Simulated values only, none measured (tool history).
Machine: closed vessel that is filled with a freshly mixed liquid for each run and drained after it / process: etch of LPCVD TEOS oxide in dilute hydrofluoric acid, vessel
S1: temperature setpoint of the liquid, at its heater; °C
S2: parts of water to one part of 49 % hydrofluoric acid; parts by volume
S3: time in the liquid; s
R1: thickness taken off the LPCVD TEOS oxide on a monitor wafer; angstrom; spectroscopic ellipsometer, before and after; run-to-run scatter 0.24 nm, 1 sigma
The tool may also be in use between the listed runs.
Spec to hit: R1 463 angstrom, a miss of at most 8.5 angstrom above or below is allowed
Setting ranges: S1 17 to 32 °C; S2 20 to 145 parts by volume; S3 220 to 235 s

run,hour,S1,S2,S3,R1
1,0,24,80,220,601.62
2,7.4,23,80,220,581.83
3,10.4,25,80,220,627.86
4,18.4,24,80,220,602.31
5,24,22,80,220,555.28
6,26.5,22,80,235,596.69
7,28.9,21,80,235,568.78
8,33.2,20.5,80,235,562.35
9,35.1,20,80,235,551.25
10,36.5,19.5,80,235,536.58
11,39.2,19,80,235,526.9
12,41.4,19,80,235,528.11
13,48,18.5,80,235,513.16

Which one of the following 5 next-run settings gets every result inside its allowed miss? There is exactly one.
A,54.6,17,70,235,?
B,54.6,18.5,70,235,?
C,54.6,17,75,220,?
D,54.6,18,70,235,?
E,54.6,18,85,230,?

move,R1
A,563.57
B,600.83
C,489.76
D,588.19
E,466.32
A: misses by more than the last run did
B: misses by more than the last run did
C: moves toward the targets from the last run without getting all of them in spec
D: misses by more than the last run did
E: every result lands within tolerance
Correct choice: E, which meets every target
